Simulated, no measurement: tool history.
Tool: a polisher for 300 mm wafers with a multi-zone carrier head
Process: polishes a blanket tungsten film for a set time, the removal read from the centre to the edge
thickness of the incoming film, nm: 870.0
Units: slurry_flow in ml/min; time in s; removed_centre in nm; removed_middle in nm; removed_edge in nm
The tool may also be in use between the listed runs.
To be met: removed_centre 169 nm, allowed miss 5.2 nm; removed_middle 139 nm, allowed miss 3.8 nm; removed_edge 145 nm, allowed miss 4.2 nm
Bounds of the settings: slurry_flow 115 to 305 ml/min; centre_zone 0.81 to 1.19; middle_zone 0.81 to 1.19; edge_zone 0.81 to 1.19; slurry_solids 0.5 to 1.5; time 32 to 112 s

| run | hour | slurry_flow | centre_zone | middle_zone | edge_zone | slurry_solids | time | removed_centre | removed_middle | removed_edge |
|---|---|---|---|---|---|---|---|---|---|---|
| 1 | 0 | 195 | 1 | 1 | 1 | 1 | 72 | 219.19 | 218.91 | 212.28 |
| 2 | 5.4 | 190 | 1.01 | 0.96 | 0.96 | 0.85 | 69 | 200.93 | 196 | 192.79 |
| 3 | 6.9 | 185 | 1.04 | 0.93 | 0.93 | 0.75 | 66 | 185.58 | 175.7 | 174.43 |
| 4 | 10.2 | 185 | 1.04 | 0.93 | 0.93 | 0.75 | 77 | 215.38 | 206.85 | 205.77 |
| 5 | 19 | 225 | 1.04 | 0.93 | 0.93 | 0.75 | 77 | 223.45 | 210.42 | 211.14 |
| 6 | 22.3 | 215 | 1.07 | 0.9 | 0.9 | 0.7 | 73 | 213.09 | 186.87 | 191.43 |
| 7 | 29.7 | 205 | 1.08 | 0.88 | 0.88 | 0.65 | 70 | 202.99 | 172.98 | 179.16 |
| 8 | 33.7 | 195 | 1.08 | 0.87 | 0.86 | 0.6 | 68 | 186.95 | 162.14 | 166.84 |
| 9 | 41.3 | 185 | 1.09 | 0.86 | 0.85 | 0.55 | 67 | 180.99 | 153.89 | 157.76 |
| 10 | 46.9 | 130 | 1.09 | 0.81 | 0.81 | 0.5 | 67 | 162.32 | 131.73 | 141.05 |
| 11 | 50.4 | 130 | 1.09 | 0.81 | 0.81 | 0.5 | 67 | 160.99 | 132.58 | 145.42 |
| 12 | 58.9 | 140 | 1.1 | 0.82 | 0.81 | 0.5 | 66 | 165.88 | 132.97 | 142.24 |
| 13 | 61.5 | 160 | 1.09 | 0.85 | 0.83 | 0.55 | 66 | 170.88 | 146.16 | 149.27 |
| 14 | 62.3 | 155 | 1.1 | 0.85 | 0.83 | 0.55 | 66 | 171.08 | 143.45 | 150.5 |

4 next moves are on the table. One of them brings every result within its allowed miss. Which?
| A | 63.1 | 145 | 1.12 | 0.92 | 0.81 | 0.5 | 67 | ? | ? | ? |
| B | 63.1 | 155 | 1.05 | 0.81 | 0.87 | 0.65 | 64 | ? | ? | ? |
| C | 63.1 | 185 | 1.09 | 0.92 | 0.81 | 0.5 | 64 | ? | ? | ? |
| D | 63.1 | 190 | 1.11 | 0.85 | 0.83 | 0.55 | 61 | ? | ? | ? |

| move | removed_centre | removed_middle | removed_edge |
|---|---|---|---|
| A | 171.08 | 150.38 | 147.1 |
| B | 169.16 | 141.35 | 157.47 |
| C | 168.69 | 150.88 | 145.58 |
| D | 168.56 | 139.01 | 144.54 |
A: brings the result that was furthest off to its target, and leaves another outside
B: further off than the last run
C: brings the result that was furthest off to its target, and leaves another outside
D: meets every target
Move D is the one to make.
